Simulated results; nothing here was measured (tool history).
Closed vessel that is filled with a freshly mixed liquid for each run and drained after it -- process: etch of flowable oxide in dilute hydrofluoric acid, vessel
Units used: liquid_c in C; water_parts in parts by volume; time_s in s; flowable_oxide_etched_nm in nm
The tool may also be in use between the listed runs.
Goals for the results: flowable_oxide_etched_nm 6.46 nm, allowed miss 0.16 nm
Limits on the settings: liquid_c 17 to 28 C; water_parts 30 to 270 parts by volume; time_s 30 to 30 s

run    day  liquid_c  water_parts  time_s  flowable_oxide_etched_nm
  1      0        20          150      30                    3.2535
  2  0.067        20          190      30                    2.4531
  3   0.25      22.5          160      30                    3.2939
  4  0.417        24          135      30                    4.2524
  5  0.708      25.5          125      30                    4.9259
  6  0.883      26.5          115      30                    5.7213
  7  0.992        27          115      30                    5.7837
  8  1.267        28          105      30                    6.6995

Next run, 4 choices. One meets every target within its allowed miss, the rest don't. Which?
  A  1.542      27.5          110      30                         ?
  B  1.542      25.5          105      30                         ?
  C  1.542        26          100      30                         ?
  D  1.542        27          110      30                         ?

move  flowable_oxide_etched_nm
   A                    6.1472
   B                    5.9953
   C                      6.46
   D                    6.0298
A: pushes the last run's worst result past its target
B: pushes the last run's worst result past its target
C: hits every target within its allowed miss
D: pushes the last run's worst result past its target
The move that meets every target is C.
